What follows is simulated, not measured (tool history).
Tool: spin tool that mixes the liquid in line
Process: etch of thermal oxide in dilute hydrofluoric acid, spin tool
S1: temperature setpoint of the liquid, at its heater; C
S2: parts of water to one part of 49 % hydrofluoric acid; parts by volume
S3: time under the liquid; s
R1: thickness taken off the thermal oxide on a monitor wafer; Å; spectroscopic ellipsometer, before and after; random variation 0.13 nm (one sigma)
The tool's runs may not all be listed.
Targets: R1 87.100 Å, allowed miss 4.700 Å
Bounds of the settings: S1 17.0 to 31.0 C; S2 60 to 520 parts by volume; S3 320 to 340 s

{"run": 1, "day": 0.0, "S1": 23.0, "S2": 290, "S3": 320, "R1": 44.09}
{"run": 2, "day": 0.346, "S1": 24.0, "S2": 270, "S3": 320, "R1": 49.395}
{"run": 3, "day": 0.638, "S1": 24.0, "S2": 320, "S3": 320, "R1": 41.141}
{"run": 4, "day": 0.85, "S1": 24.0, "S2": 320, "S3": 340, "R1": 43.612}
{"run": 5, "day": 1.179, "S1": 25.0, "S2": 295, "S3": 340, "R1": 49.292}
{"run": 6, "day": 1.412, "S1": 25.5, "S2": 270, "S3": 340, "R1": 56.985}
{"run": 7, "day": 1.717, "S1": 26.0, "S2": 255, "S3": 340, "R1": 63.062}
{"run": 8, "day": 2.054, "S1": 26.5, "S2": 245, "S3": 340, "R1": 65.328}
{"run": 9, "day": 2.367, "S1": 27.0, "S2": 235, "S3": 340, "R1": 72.983}
{"run": 10, "day": 2.471, "S1": 27.5, "S2": 235, "S3": 340, "R1": 72.324}
{"run": 11, "day": 2.579, "S1": 28.0, "S2": 230, "S3": 340, "R1": 75.746}
{"run": 12, "day": 2.804, "S1": 28.5, "S2": 225, "S3": 340, "R1": 78.874}
{"run": 13, "day": 2.842, "S1": 29.0, "S2": 225, "S3": 340, "R1": 79.616}

4 next moves are on the table. One of them brings every result within its allowed miss. Which?
{"run": "A", "day": 2.879, "S1": 29.5, "S2": 200, "S3": 340, "R1": "?"}
{"run": "B", "day": 2.879, "S1": 30.0, "S2": 205, "S3": 320, "R1": "?"}
{"run": "C", "day": 2.879, "S1": 26.5, "S2": 225, "S3": 340, "R1": "?"}
{"run": "D", "day": 2.879, "S1": 30.0, "S2": 235, "S3": 330, "R1": "?"}

move=A R1=97.052
move=B R1=90.184
move=C R1=75.486
move=D R1=78.474
A: takes the result that was furthest off past its target
B: meets every target
C: further off than the last run
D: further off than the last run
Move B is the one to make.
